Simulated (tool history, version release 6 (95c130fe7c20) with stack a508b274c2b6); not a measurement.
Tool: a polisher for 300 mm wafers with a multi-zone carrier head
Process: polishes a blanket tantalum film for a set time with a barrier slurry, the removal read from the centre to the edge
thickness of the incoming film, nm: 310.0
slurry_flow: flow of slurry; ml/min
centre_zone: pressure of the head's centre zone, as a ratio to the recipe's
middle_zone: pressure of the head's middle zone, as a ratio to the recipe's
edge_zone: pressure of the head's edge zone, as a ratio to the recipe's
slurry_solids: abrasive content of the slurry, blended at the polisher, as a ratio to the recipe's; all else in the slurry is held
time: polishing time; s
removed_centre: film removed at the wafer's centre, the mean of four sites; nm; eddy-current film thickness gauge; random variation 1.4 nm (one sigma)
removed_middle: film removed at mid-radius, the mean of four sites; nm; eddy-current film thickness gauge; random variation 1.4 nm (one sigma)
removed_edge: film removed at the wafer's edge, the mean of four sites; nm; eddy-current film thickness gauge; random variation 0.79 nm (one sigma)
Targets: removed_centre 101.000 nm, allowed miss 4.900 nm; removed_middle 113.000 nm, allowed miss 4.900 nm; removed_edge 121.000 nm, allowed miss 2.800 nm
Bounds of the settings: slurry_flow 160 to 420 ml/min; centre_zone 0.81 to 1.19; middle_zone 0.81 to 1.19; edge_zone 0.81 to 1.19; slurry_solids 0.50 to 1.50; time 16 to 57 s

run,hour,slurry_flow,centre_zone,middle_zone,edge_zone,slurry_solids,time,removed_centre,removed_middle,removed_edge
1,0.0,270,1.00,1.00,1.00,1.00,36,91.123,89.302,90.437
2,0.9,270,1.00,0.92,1.00,1.00,36,89.965,85.813,91.754
3,9.2,275,0.98,0.94,1.03,1.10,36,92.455,89.488,95.425
4,15.3,280,0.95,0.95,1.05,1.20,36,91.470,92.523,99.152
5,21.2,280,0.95,1.03,1.05,1.20,36,92.564,99.539,100.280
6,22.3,280,1.02,1.03,1.05,1.20,36,97.327,99.844,99.462
7,25.8,285,1.01,1.03,1.08,1.25,36,99.324,102.080,100.190
8,29.2,210,0.91,0.93,1.08,1.45,44,111.640,114.930,125.660

Which of these 5 next moves meets every target?
A,32.6,250,1.09,0.92,1.07,1.50,43,?,?,?
B,32.6,250,1.03,0.96,1.06,1.45,42,?,?,?
C,32.6,210,1.05,0.95,1.06,1.50,42,?,?,?
D,32.6,185,0.85,0.95,1.03,1.45,44,?,?,?
E,32.6,215,1.03,0.96,0.99,1.45,45,?,?,?

move,removed_centre,removed_middle,removed_edge
A,129.760,115.530,124.790
B,119.670,116.090,120.360
C,120.110,113.790,119.600
D,102.080,116.670,121.300
E,125.950,122.420,123.350
A: further off than the last run
B: further off than the last run
C: further off than the last run
D: meets every target
E: further off than the last run
Move D is the one to make.
